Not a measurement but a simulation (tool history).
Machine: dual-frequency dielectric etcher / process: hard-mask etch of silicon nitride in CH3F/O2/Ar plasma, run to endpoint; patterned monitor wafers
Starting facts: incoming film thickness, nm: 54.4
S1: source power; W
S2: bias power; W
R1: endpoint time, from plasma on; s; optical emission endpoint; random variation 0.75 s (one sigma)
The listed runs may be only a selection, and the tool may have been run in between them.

run  hour   S1  S2      R1
  1     0  350  85  76.004
  2   1.4  390  85  71.516
  3   2.7  370  84  73.364
  4   3.7  350  82   75.85
  5  10.4  350  94  72.126
  6  12.5  350  84   75.01
  7  15.2  330  81  76.499
  8  18.6  310  77  79.417

Run 9 comes next. What will it give?
  9  20.9  300  74   ?

R1: 82.512 s
